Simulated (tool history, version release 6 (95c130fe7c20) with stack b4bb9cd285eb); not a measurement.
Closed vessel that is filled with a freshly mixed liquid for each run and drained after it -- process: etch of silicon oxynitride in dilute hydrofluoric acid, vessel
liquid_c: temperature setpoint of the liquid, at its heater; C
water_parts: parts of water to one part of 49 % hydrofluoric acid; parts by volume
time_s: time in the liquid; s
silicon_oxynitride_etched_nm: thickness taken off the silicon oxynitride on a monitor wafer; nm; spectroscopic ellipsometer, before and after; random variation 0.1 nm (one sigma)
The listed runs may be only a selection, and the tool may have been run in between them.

run  hour  liquid_c  water_parts  time_s  silicon_oxynitride_etched_nm
  1   0.0      25.0          100     105                        2.4243
  2   3.6      26.5           85     105                        3.0604
  3  11.6      28.0           70     105                        3.9747
  4  12.9      29.0           60     105                        4.9900
  5  20.2      29.0           35     105                        8.7635
  6  25.3      29.0           35      85                        7.1007

The next listed run, before its measurement:
  7  32.6      29.5           30      85                             ?

Run 7 gave silicon_oxynitride_etched_nm 8.6502 nm.

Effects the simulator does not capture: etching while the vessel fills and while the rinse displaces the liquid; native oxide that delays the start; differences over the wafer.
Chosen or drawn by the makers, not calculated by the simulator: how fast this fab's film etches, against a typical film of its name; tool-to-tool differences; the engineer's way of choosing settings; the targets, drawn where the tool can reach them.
